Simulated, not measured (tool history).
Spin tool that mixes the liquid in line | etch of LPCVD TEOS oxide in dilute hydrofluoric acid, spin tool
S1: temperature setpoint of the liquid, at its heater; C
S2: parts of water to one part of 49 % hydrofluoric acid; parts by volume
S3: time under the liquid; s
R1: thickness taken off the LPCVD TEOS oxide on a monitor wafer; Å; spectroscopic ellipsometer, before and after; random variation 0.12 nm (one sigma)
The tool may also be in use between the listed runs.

run  hour    S1   S2  S3      R1
  1     0    22  225  85  127.22
  2   1.1    22  225  65  96.252
  3   5.3  18.5  225  65   84.97
  4   6.3    22  225  65  98.317
  5  11.5    23  220  65  104.21
  6  17.3    24  215  65  111.15
  7  24.4    25  210  65  119.66
  8  30.8  25.5  205  65  125.11
  9  32.1    26  205  65  127.42
 10  37.7  26.5  205  65  129.51

Expected results for the next run?
 11  40.4  26.5  205  65   ?

Run 11 came out at R1 127.27 Å.

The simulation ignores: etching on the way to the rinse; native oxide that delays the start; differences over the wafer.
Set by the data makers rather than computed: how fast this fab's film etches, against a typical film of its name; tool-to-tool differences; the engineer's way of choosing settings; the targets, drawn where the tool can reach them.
